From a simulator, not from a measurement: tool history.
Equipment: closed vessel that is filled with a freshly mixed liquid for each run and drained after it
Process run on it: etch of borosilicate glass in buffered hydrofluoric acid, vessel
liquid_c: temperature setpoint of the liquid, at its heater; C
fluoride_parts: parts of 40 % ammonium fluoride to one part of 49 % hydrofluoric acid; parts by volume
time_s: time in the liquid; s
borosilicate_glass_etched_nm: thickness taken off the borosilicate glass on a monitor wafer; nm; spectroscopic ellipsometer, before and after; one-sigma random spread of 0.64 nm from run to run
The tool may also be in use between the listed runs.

Run 1, hour 0.0: liquid_c 25.0 C, fluoride_parts 15.5 parts by volume, time_s 35 s. Result: borosilicate_glass_etched_nm 27.847 nm.
Run 2, hour 1.9: liquid_c 27.5 C, fluoride_parts 12.5 parts by volume, time_s 35 s. Result: borosilicate_glass_etched_nm 39.878 nm.
Run 3, hour 5.3: liquid_c 25.0 C, fluoride_parts 12.5 parts by volume, time_s 35 s. Result: borosilicate_glass_etched_nm 34.404 nm.
Run 4, hour 12.1: liquid_c 25.0 C, fluoride_parts 12.5 parts by volume, time_s 30 s. Result: borosilicate_glass_etched_nm 28.755 nm.
Run 5, hour 12.6: liquid_c 23.0 C, fluoride_parts 12.5 parts by volume, time_s 30 s. Result: borosilicate_glass_etched_nm 26.210 nm.
Run 6, hour 13.4: liquid_c 23.0 C, fluoride_parts 12.5 parts by volume, time_s 35 s. Result: borosilicate_glass_etched_nm 30.892 nm.
Run 7, hour 22.0: liquid_c 26.0 C, fluoride_parts 10.5 parts by volume, time_s 35 s. Result: borosilicate_glass_etched_nm 43.006 nm.

Run 8, settings as shown, results not yet in. Your forecast:
Run 8, hour 25.6: liquid_c 28.0 C, fluoride_parts 10.0 parts by volume, time_s 35 s. Result: borosilicate_glass_etched_nm ?.

Logged for run 8: borosilicate_glass_etched_nm 50.557 nm.
